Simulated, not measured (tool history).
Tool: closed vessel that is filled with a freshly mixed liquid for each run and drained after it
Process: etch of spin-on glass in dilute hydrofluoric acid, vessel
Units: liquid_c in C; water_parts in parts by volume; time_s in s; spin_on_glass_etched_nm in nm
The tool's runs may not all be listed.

{"run": 1, "day": 0.0, "liquid_c": 23, "water_parts": 235, "time_s": 220, "spin_on_glass_etched_nm": 27.264}
{"run": 2, "day": 0.158, "liquid_c": 24, "water_parts": 220, "time_s": 220, "spin_on_glass_etched_nm": 30.343}
{"run": 3, "day": 0.483, "liquid_c": 24.5, "water_parts": 205, "time_s": 220, "spin_on_glass_etched_nm": 33.815}
{"run": 4, "day": 0.6, "liquid_c": 25, "water_parts": 195, "time_s": 220, "spin_on_glass_etched_nm": 36.593}
{"run": 5, "day": 0.858, "liquid_c": 25, "water_parts": 280, "time_s": 220, "spin_on_glass_etched_nm": 23.26}
{"run": 6, "day": 0.904, "liquid_c": 25.5, "water_parts": 260, "time_s": 220, "spin_on_glass_etched_nm": 26.214}
{"run": 7, "day": 1.125, "liquid_c": 29.5, "water_parts": 165, "time_s": 220, "spin_on_glass_etched_nm": 52.326}

Run 8 comes next. What will it give?
{"run": 8, "day": 1.45, "liquid_c": 31, "water_parts": 105, "time_s": 220, "spin_on_glass_etched_nm": "?"}

spin_on_glass_etched_nm: 95.294 nm

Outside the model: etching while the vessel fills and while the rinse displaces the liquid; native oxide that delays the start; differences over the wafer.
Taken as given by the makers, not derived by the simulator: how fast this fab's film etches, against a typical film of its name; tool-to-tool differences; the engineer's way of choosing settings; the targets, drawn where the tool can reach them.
